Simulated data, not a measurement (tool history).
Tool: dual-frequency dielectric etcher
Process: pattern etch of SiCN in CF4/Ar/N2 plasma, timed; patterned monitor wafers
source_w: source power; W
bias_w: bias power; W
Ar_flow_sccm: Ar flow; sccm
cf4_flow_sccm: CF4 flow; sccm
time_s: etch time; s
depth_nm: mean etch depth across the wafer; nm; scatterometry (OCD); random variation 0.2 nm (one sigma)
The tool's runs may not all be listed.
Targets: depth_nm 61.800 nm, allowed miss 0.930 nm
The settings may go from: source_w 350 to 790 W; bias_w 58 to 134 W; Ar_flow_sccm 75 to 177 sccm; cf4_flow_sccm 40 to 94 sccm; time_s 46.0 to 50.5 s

run 1 hour=0.0 | source_w=570 bias_w=96 Ar_flow_sccm=126 cf4_flow_sccm=67 time_s=50.5 | depth_nm=53.696
run 2 hour=8.1 | source_w=590 bias_w=96 Ar_flow_sccm=126 cf4_flow_sccm=67 time_s=50.5 | depth_nm=55.570
run 3 hour=10.8 | source_w=590 bias_w=84 Ar_flow_sccm=126 cf4_flow_sccm=67 time_s=50.5 | depth_nm=52.661
run 4 hour=11.6 | source_w=610 bias_w=84 Ar_flow_sccm=126 cf4_flow_sccm=67 time_s=50.5 | depth_nm=54.165
run 5 hour=19.0 | source_w=610 bias_w=84 Ar_flow_sccm=126 cf4_flow_sccm=67 time_s=50.5 | depth_nm=54.280
run 6 hour=25.2 | source_w=630 bias_w=84 Ar_flow_sccm=126 cf4_flow_sccm=67 time_s=50.5 | depth_nm=55.579
run 7 hour=34.0 | source_w=650 bias_w=84 Ar_flow_sccm=126 cf4_flow_sccm=67 time_s=50.5 | depth_nm=57.645
run 8 hour=37.7 | source_w=650 bias_w=84 Ar_flow_sccm=126 cf4_flow_sccm=67 time_s=50.5 | depth_nm=57.691
run 9 hour=45.0 | source_w=650 bias_w=84 Ar_flow_sccm=126 cf4_flow_sccm=67 time_s=50.5 | depth_nm=57.476
run 10 hour=49.4 | source_w=660 bias_w=84 Ar_flow_sccm=126 cf4_flow_sccm=67 time_s=50.5 | depth_nm=58.413
run 11 hour=51.9 | source_w=660 bias_w=84 Ar_flow_sccm=126 cf4_flow_sccm=67 time_s=50.5 | depth_nm=58.024

Which of these 5 next moves meets every target?
run A hour=54.4 | source_w=750 bias_w=92 Ar_flow_sccm=127 cf4_flow_sccm=76 time_s=47.0 | depth_nm=?
run B hour=54.4 | source_w=750 bias_w=95 Ar_flow_sccm=142 cf4_flow_sccm=60 time_s=47.5 | depth_nm=?
run C hour=54.4 | source_w=660 bias_w=108 Ar_flow_sccm=130 cf4_flow_sccm=53 time_s=50.0 | depth_nm=?
run D hour=54.4 | source_w=690 bias_w=80 Ar_flow_sccm=126 cf4_flow_sccm=67 time_s=50.0 | depth_nm=?
run E hour=54.4 | source_w=620 bias_w=73 Ar_flow_sccm=164 cf4_flow_sccm=94 time_s=49.5 | depth_nm=?

move=A depth_nm=64.781
move=B depth_nm=61.930
move=C depth_nm=60.477
move=D depth_nm=59.203
move=E depth_nm=52.622
A: takes the result that was furthest off past its target
B: meets every target
C: nearer than the last run, and not there yet
D: nearer than the last run, and not there yet
E: further off than the last run
Move B is the one to make.
